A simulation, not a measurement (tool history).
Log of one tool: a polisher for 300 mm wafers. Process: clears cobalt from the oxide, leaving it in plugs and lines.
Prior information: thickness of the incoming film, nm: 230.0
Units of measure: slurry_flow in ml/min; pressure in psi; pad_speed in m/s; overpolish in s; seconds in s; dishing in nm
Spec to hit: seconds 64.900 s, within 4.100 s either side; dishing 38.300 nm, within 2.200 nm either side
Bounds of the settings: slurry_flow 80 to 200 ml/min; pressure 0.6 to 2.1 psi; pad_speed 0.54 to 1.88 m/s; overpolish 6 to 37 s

| run | hour | slurry_flow | pressure | pad_speed | overpolish | seconds | dishing |
|---|---|---|---|---|---|---|---|
| 1 | 0.0 | 130 | 1.3 | 1.20 | 19 | 64.811 | 47.761 |
| 2 | 3.4 | 110 | 1.3 | 1.20 | 19 | 67.415 | 44.430 |
| 3 | 4.5 | 95 | 1.3 | 1.20 | 19 | 72.863 | 44.131 |
| 4 | 8.6 | 95 | 1.3 | 1.00 | 19 | 79.502 | 41.323 |
| 5 | 10.7 | 100 | 1.3 | 1.00 | 18 | 80.231 | 39.444 |
| 6 | 14.0 | 105 | 1.3 | 1.00 | 17 | 80.066 | 39.002 |
| 7 | 17.3 | 110 | 1.3 | 1.00 | 16 | 78.076 | 37.133 |
| 8 | 24.8 | 115 | 1.3 | 1.00 | 16 | 78.889 | 37.407 |
| 9 | 26.0 | 120 | 1.3 | 1.00 | 16 | 79.108 | 37.863 |
| 10 | 34.0 | 120 | 1.3 | 1.00 | 15 | 76.455 | 35.161 |
| 11 | 38.7 | 125 | 1.3 | 1.00 | 15 | 75.819 | 35.640 |
| 12 | 44.5 | 130 | 1.3 | 1.00 | 15 | 75.603 | 36.923 |
| 13 | 47.2 | 135 | 1.3 | 1.00 | 15 | 73.497 | 35.951 |

Which single option among these 5 for the next run brings every result within its allowed miss of target? Just one does.
| A | 49.9 | 145 | 1.3 | 1.02 | 15 | ? | ? |
| B | 49.9 | 130 | 1.3 | 0.98 | 13 | ? | ? |
| C | 49.9 | 140 | 1.2 | 1.04 | 16 | ? | ? |
| D | 49.9 | 125 | 1.6 | 0.96 | 14 | ? | ? |
| E | 49.9 | 140 | 1.2 | 0.92 | 16 | ? | ? |

| move | seconds | dishing |
|---|---|---|
| A | 70.316 | 37.765 |
| B | 73.952 | 32.421 |
| C | 75.458 | 37.602 |
| D | 61.835 | 39.490 |
| E | 82.226 | 35.181 |
A: closer than the last run, but not yet in spec
B: misses by more than the last run did
C: misses by more than the last run did
D: every result within its allowed miss
E: misses by more than the last run did
Answer: D

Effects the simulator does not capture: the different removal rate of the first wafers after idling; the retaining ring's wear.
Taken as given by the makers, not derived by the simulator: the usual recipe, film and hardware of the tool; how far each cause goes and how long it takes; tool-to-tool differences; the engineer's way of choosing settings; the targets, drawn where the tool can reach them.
